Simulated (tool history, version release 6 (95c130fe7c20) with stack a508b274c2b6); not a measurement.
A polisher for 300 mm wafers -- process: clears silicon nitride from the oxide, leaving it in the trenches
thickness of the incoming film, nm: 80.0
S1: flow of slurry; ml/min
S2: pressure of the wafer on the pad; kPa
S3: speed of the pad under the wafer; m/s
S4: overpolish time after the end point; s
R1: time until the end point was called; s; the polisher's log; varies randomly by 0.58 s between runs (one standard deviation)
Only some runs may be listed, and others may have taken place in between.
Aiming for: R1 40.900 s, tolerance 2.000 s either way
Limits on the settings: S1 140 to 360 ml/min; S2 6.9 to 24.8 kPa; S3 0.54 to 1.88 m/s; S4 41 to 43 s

run 1 hour=0.0 | S1=230 S2=15.9 S3=1.20 S4=41 | R1=83.456
run 2 hour=2.6 | S1=270 S2=15.9 S3=1.20 S4=41 | R1=81.302
run 3 hour=3.5 | S1=270 S2=17.9 S3=1.24 S4=41 | R1=70.132
run 4 hour=9.0 | S1=270 S2=17.9 S3=1.42 S4=41 | R1=63.910
run 5 hour=11.6 | S1=270 S2=17.9 S3=1.14 S4=41 | R1=76.567
run 6 hour=13.9 | S1=230 S2=17.9 S3=1.14 S4=41 | R1=76.510
run 7 hour=20.7 | S1=230 S2=22.1 S3=1.44 S4=41 | R1=52.899
run 8 hour=22.4 | S1=230 S2=22.8 S3=1.48 S4=41 | R1=49.563
run 9 hour=27.1 | S1=230 S2=23.4 S3=1.52 S4=41 | R1=46.794
run 10 hour=29.2 | S1=230 S2=23.4 S3=1.54 S4=41 | R1=45.600
run 11 hour=31.5 | S1=230 S2=23.4 S3=1.56 S4=41 | R1=45.276
run 12 hour=39.0 | S1=230 S2=23.4 S3=1.56 S4=41 | R1=44.123
run 13 hour=40.4 | S1=230 S2=24.1 S3=1.56 S4=41 | R1=42.470
run 14 hour=43.7 | S1=235 S2=24.1 S3=1.56 S4=41 | R1=43.215

5 next moves are on the table. One of them brings every result within its allowed miss. Which?
run A hour=47.0 | S1=230 S2=22.1 S3=1.60 S4=41 | R1=?
run B hour=47.0 | S1=215 S2=24.1 S3=1.72 S4=41 | R1=?
run C hour=47.0 | S1=230 S2=20.7 S3=1.72 S4=41 | R1=?
run D hour=47.0 | S1=205 S2=21.4 S3=1.54 S4=43 | R1=?
run E hour=47.0 | S1=265 S2=22.1 S3=1.54 S4=41 | R1=?

move=A R1=47.149
move=B R1=40.796
move=C R1=47.019
move=D R1=51.139
move=E R1=48.009
A: further off than the last run
B: in spec on every target
C: further off than the last run
D: further off than the last run
E: further off than the last run
So the answer is move B, the one that meets all the targets.
